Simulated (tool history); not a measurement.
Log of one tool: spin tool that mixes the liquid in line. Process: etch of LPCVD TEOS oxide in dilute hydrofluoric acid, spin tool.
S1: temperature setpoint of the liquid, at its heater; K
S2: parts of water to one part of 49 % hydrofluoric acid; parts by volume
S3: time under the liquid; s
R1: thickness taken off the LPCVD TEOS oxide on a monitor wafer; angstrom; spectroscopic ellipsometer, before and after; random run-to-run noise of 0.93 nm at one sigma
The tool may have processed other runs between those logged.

| run | hour | S1 | S2 | S3 | R1 |
|---|---|---|---|---|---|
| 1 | 0.0 | 297.15 | 115 | 180 | 633.01 |
| 2 | 2.0 | 297.15 | 155 | 180 | 448.34 |
| 3 | 10.5 | 297.15 | 195 | 180 | 343.27 |
| 4 | 16.4 | 298.65 | 170 | 180 | 422.17 |
| 5 | 25.2 | 296.15 | 170 | 180 | 387.35 |
| 6 | 27.3 | 298.15 | 150 | 180 | 487.67 |
| 7 | 32.8 | 302.15 | 100 | 180 | 891.34 |

Run 8 comes next. What will it give?
| 8 | 38.1 | 305.15 | 85 | 180 | ? |

R1: 1205.00 angstrom
